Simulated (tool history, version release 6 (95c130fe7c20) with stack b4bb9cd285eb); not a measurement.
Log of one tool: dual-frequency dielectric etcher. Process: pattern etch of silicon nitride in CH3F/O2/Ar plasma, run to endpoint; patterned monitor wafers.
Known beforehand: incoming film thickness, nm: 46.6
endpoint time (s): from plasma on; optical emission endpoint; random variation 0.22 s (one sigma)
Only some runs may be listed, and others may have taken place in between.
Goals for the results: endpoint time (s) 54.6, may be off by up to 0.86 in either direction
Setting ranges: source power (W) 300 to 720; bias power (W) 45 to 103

| run | day | source power (W) | bias power (W) | endpoint time (s) |
|---|---|---|---|---|
| 1 | 0 | 510 | 74 | 64.092 |
| 2 | 0.158 | 550 | 75 | 63.378 |
| 3 | 0.488 | 590 | 75 | 61.52 |
| 4 | 0.604 | 590 | 64 | 66.548 |
| 5 | 0.871 | 630 | 64 | 65.437 |
| 6 | 1.179 | 630 | 69 | 63.187 |
| 7 | 1.292 | 650 | 73 | 61.042 |
| 8 | 1.333 | 660 | 76 | 60.164 |
| 9 | 1.392 | 670 | 79 | 58.007 |
| 10 | 1.696 | 680 | 80 | 58.101 |
| 11 | 2.004 | 690 | 82 | 57.159 |
| 12 | 2.171 | 700 | 83 | 56.605 |

Pick the move, out of 4, that brings all results within their allowed miss; only one does.
| A | 2.338 | 690 | 90 | ? |
| B | 2.338 | 600 | 83 | ? |
| C | 2.338 | 720 | 96 | ? |
| D | 2.338 | 720 | 98 | ? |

| move | endpoint time (s) |
|---|---|
| A | 54.661 |
| B | 58.689 |
| C | 52.541 |
| D | 52.064 |
A: meets every target
B: further off than the last run
C: moves the result that the last run missed by most past its target, out the other side
D: moves the result that the last run missed by most past its target, out the other side
So the answer is move A, the one that meets all the targets.
